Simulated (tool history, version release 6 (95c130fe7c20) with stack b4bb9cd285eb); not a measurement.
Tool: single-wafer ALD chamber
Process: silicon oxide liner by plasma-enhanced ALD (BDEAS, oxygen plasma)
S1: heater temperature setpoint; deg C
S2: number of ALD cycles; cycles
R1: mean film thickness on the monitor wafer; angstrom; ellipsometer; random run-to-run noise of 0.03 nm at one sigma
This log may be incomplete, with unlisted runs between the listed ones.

{"run": 1, "day": 0.0, "S1": 315, "S2": 55, "R1": 51.404}
{"run": 2, "day": 0.096, "S1": 315, "S2": 57, "R1": 54.039}
{"run": 3, "day": 0.35, "S1": 315, "S2": 51, "R1": 48.538}
{"run": 4, "day": 0.55, "S1": 315, "S2": 53, "R1": 50.053}
{"run": 5, "day": 0.675, "S1": 322, "S2": 53, "R1": 49.386}
{"run": 6, "day": 0.708, "S1": 321, "S2": 55, "R1": 51.19}
{"run": 7, "day": 0.867, "S1": 321, "S2": 57, "R1": 53.191}

Run 8 is up next; what results do you expect?
{"run": 8, "day": 1.167, "S1": 321, "S2": 58, "R1": "?"}

Run 8 measured R1 54.660 angstrom.
